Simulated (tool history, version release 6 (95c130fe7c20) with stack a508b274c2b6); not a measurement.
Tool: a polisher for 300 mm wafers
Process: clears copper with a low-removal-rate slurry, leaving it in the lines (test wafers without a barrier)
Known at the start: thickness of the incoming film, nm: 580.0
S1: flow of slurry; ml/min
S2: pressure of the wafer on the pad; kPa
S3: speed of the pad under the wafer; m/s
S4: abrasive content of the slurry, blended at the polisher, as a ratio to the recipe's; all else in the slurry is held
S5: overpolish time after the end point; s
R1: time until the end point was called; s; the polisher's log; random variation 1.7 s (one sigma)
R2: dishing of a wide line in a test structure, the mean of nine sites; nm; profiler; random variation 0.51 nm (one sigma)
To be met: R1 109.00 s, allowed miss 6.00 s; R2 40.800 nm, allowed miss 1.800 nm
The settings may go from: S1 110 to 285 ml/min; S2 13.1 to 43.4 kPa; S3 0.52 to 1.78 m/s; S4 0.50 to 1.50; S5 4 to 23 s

Run 1, day 0.000: S1 180 ml/min, S2 28.3 kPa, S3 1.14 m/s, S4 1.00, S5 12 s. Result: R1 139.20 s, R2 35.424 nm.
Run 2, day 0.204: S1 180 ml/min, S2 25.5 kPa, S3 1.14 m/s, S4 1.00, S5 12 s. Result: R1 164.01 s, R2 32.138 nm.
Run 3, day 0.258: S1 180 ml/min, S2 25.5 kPa, S3 1.14 m/s, S4 1.15, S5 12 s. Result: R1 154.39 s, R2 32.518 nm.
Run 4, day 0.433: S1 180 ml/min, S2 30.3 kPa, S3 1.14 m/s, S4 1.15, S5 12 s. Result: R1 131.31 s, R2 36.969 nm.
Run 5, day 0.496: S1 180 ml/min, S2 30.3 kPa, S3 1.02 m/s, S4 1.15, S5 12 s. Result: R1 144.85 s, R2 34.952 nm.
Run 6, day 0.838: S1 185 ml/min, S2 31.7 kPa, S3 1.02 m/s, S4 1.15, S5 12 s. Result: R1 140.14 s, R2 35.583 nm.
Run 7, day 0.946: S1 185 ml/min, S2 33.1 kPa, S3 1.02 m/s, S4 1.15, S5 12 s. Result: R1 136.69 s, R2 37.365 nm.
Run 8, day 1.217: S1 185 ml/min, S2 34.5 kPa, S3 1.02 m/s, S4 1.15, S5 12 s. Result: R1 127.30 s, R2 38.511 nm.
Run 9, day 1.288: S1 185 ml/min, S2 35.2 kPa, S3 1.02 m/s, S4 1.15, S5 12 s. Result: R1 126.33 s, R2 39.764 nm.
Run 10, day 1.400: S1 185 ml/min, S2 35.9 kPa, S3 1.02 m/s, S4 1.15, S5 12 s. Result: R1 122.75 s, R2 39.074 nm.
Run 11, day 1.708: S1 185 ml/min, S2 36.5 kPa, S3 1.02 m/s, S4 1.15, S5 12 s. Result: R1 120.96 s, R2 41.468 nm.
Run 12, day 1.783: S1 205 ml/min, S2 39.3 kPa, S3 1.04 m/s, S4 1.15, S5 10 s. Result: R1 110.14 s, R2 37.882 nm.

Which of these 4 next moves meets every target?
Run A, day 1.858: S1 165 ml/min, S2 37.2 kPa, S3 1.08 m/s, S4 1.50, S5 9 s. Result: R1 ?, R2 ?.
Run B, day 1.858: S1 200 ml/min, S2 40.7 kPa, S3 1.02 m/s, S4 1.10, S5 11 s. Result: R1 ?, R2 ?.
Run C, day 1.858: S1 150 ml/min, S2 42.1 kPa, S3 1.10 m/s, S4 0.85, S5 9 s. Result: R1 ?, R2 ?.
Run D, day 1.858: S1 180 ml/min, S2 38.6 kPa, S3 1.08 m/s, S4 1.00, S5 9 s. Result: R1 ?, R2 ?.

move      R1      R2
   A  105.24  35.387
   B  107.28  40.832
   C  107.03  35.070
   D  110.85  34.005
A: further off than the last run
B: meets every target
C: further off than the last run
D: further off than the last run
The right move is B.
